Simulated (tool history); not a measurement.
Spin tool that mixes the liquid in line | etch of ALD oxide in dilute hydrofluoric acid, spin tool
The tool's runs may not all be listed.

| run | day | temperature setpoint of the liquid (C) | parts of water to one part of 49 % hydrofluoric acid (parts by volume) | time under the liquid (s) | thickness taken off the ALD oxide on a monitor wafer (Å) |
|---|---|---|---|---|---|
| 1 | 0 | 23 | 75 | 60 | 208.68 |
| 2 | 0.071 | 24.5 | 75 | 60 | 223.46 |
| 3 | 0.35 | 25.5 | 75 | 60 | 233.05 |
| 4 | 0.471 | 22.5 | 75 | 60 | 207.25 |
| 5 | 0.846 | 22.5 | 75 | 60 | 204.14 |
| 6 | 1.138 | 22.5 | 75 | 60 | 205 |

Predict the results of run 7:
| 7 | 1.375 | 24 | 75 | 60 | ? |

{"run 7": {"thickness taken off the ALD oxide on a monitor wafer (Å)": 219.37}}

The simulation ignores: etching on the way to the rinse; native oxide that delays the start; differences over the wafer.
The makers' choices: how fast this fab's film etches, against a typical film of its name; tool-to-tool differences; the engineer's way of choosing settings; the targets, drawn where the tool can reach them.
